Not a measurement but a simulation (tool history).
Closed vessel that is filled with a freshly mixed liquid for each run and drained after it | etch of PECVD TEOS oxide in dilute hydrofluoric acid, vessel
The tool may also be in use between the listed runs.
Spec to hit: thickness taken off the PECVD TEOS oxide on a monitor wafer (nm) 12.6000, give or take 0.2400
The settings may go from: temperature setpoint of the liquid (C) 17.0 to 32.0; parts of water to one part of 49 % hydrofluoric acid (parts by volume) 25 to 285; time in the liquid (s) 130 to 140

run  hour  temperature setpoint of the liquid (C)  parts of water to one part of 49 % hydrofluoric acid (parts by volume)  time in the liquid (s)  thickness taken off the PECVD TEOS oxide on a monitor wafer (nm)
  1   0.0                                    24.0                                                                     155                     130                                                           10.3450
  2   6.7                                    26.0                                                                     155                     130                                                           11.1850
  3  12.3                                    24.0                                                                     155                     130                                                           10.2990
  4  15.5                                    23.0                                                                     155                     130                                                            9.9620
  5  21.6                                    20.5                                                                     155                     130                                                            8.9508
  6  28.6                                    20.5                                                                     155                     140                                                            9.7378
  7  31.2                                    22.5                                                                     155                     140                                                           10.4540
  8  34.7                                    24.0                                                                     155                     140                                                           11.2910
  9  39.6                                    25.0                                                                     155                     140                                                           11.5560
 10  41.6                                    25.0                                                                     155                     140                                                           11.6380
 11  43.0                                    25.5                                                                     155                     140                                                           11.8340
 12  51.5                                    26.0                                                                     155                     140                                                           12.0480
 13  58.5                                    26.5                                                                     155                     140                                                           12.1830

Which one of the following 5 next-run settings gets every result inside its allowed miss? There is exactly one.
  A  65.5                                    26.5                                                                     150                     130                                                                 ?
  B  65.5                                    27.0                                                                     155                     135                                                                 ?
  C  65.5                                    26.0                                                                     145                     130                                                                 ?
  D  65.5                                    26.5                                                                     160                     140                                                                 ?
  E  65.5                                    28.5                                                                     160                     140                                                                 ?

move  thickness taken off the PECVD TEOS oxide on a monitor wafer (nm)
   A                                                           11.7830
   B                                                           11.9850
   C                                                           12.0410
   D                                                           11.7500
   E                                                           12.6300
A: the biggest miss grows against the last run
B: the biggest miss grows against the last run
C: the biggest miss grows against the last run
D: the biggest miss grows against the last run
E: every result lands within tolerance
Move E is the one to make.

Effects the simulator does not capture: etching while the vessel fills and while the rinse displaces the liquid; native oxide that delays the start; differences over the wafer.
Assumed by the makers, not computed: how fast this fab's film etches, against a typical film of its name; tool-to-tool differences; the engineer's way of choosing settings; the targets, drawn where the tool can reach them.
